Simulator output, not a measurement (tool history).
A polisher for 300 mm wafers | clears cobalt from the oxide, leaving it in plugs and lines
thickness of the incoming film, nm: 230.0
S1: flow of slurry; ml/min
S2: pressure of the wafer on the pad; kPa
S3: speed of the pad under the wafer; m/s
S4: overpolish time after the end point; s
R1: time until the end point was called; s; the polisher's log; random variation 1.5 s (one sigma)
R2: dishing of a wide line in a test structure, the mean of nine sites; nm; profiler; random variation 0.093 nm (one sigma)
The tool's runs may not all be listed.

run 1 hour=0.0 | S1=230 S2=8.3 S3=0.86 S4=26 | R1=79.081 R2=10.3680
run 2 hour=7.8 | S1=215 S2=7.6 S3=0.86 S4=23 | R1=85.513 R2=10.0850
run 3 hour=14.5 | S1=215 S2=6.9 S3=0.84 S4=21 | R1=97.337 R2=9.9144
run 4 hour=21.2 | S1=215 S2=6.9 S3=0.94 S4=21 | R1=87.638 R2=10.1150
run 5 hour=29.6 | S1=215 S2=7.6 S3=0.94 S4=21 | R1=79.123 R2=9.9915
run 6 hour=33.2 | S1=210 S2=6.9 S3=0.92 S4=19 | R1=90.972 R2=9.7897
run 7 hour=34.2 | S1=210 S2=6.9 S3=0.92 S4=19 | R1=90.893 R2=9.7334
run 8 hour=38.8 | S1=210 S2=6.2 S3=0.92 S4=18 | R1=100.480 R2=9.7384
run 9 hour=43.0 | S1=210 S2=6.2 S3=0.92 S4=18 | R1=100.090 R2=9.9006
run 10 hour=48.0 | S1=200 S2=6.2 S3=0.92 S4=17 | R1=99.889 R2=9.8913
run 11 hour=52.8 | S1=210 S2=6.2 S3=0.92 S4=16 | R1=100.740 R2=9.6990
run 12 hour=59.1 | S1=210 S2=6.2 S3=0.92 S4=15 | R1=101.080 R2=9.3722
run 13 hour=61.8 | S1=210 S2=6.2 S3=0.92 S4=14 | R1=99.749 R2=9.5401

Run 14 comes next. What will it give?
run 14 hour=62.4 | S1=210 S2=6.2 S3=0.92 S4=13 | R1=? R2=?

R1: 99.986 s
R2: 9.2883 nm
